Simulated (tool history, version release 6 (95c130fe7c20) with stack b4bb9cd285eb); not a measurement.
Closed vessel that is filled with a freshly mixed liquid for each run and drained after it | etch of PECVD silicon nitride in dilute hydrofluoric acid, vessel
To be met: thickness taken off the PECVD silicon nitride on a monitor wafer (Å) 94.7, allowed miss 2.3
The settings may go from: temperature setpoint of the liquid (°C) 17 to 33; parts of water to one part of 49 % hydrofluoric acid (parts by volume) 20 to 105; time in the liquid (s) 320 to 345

run,hour,temperature setpoint of the liquid (°C),parts of water to one part of 49 % hydrofluoric acid (parts by volume),time in the liquid (s),thickness taken off the PECVD silicon nitride on a monitor wafer (Å)
1,0,25,55,320,165.37
2,3.9,23,55,320,143.35
3,12.5,21.5,55,320,129.44
4,16,20.5,55,320,121.13
5,16.5,19.5,55,320,113.43
6,17.4,19.5,40,320,154.21
7,21.1,19,45,320,132.66
8,23.3,18.5,50,320,115.23
9,24.7,18,50,320,111.56
10,29.3,17.5,50,320,106.94
11,29.9,17,50,320,103.09

4 next moves are on the table. One of them brings every result within its allowed miss. Which?
A,30.5,17,55,320,?
B,30.5,19.5,55,320,?
C,30.5,17,50,335,?
D,30.5,17.5,60,320,?

move,thickness taken off the PECVD silicon nitride on a monitor wafer (Å)
A,94.552
B,112.71
C,108.56
D,90.03
A: meets every target
B: further off than the last run
C: further off than the last run
D: takes the result that was furthest off past its target
The right move is A.

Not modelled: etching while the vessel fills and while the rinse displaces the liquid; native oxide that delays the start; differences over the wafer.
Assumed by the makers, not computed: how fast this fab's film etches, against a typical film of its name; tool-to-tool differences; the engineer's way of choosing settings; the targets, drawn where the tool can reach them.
